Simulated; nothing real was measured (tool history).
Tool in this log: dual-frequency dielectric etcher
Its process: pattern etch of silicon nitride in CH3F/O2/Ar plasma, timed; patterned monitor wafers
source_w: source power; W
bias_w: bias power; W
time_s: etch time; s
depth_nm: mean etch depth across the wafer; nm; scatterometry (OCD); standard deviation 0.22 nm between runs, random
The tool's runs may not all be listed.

run    day  source_w  bias_w  time_s  depth_nm
  1  0.000       330      80    55.5    37.744
  2  0.042       330      80    55.5    37.726
  3  0.292       330      80    58.0    39.878
  4  0.333       340      81    58.0    40.463
  5  0.575       350      82    58.0    40.964
  6  0.679       310      82    58.0    38.448
  7  0.729       320      82    58.0    39.052
  8  1.038       330      82    58.0    39.556

Run 9 has not been measured yet. What should we expect?
  9  1.138       340      83    58.0         ?

Run 9 gave depth_nm 40.931 nm.
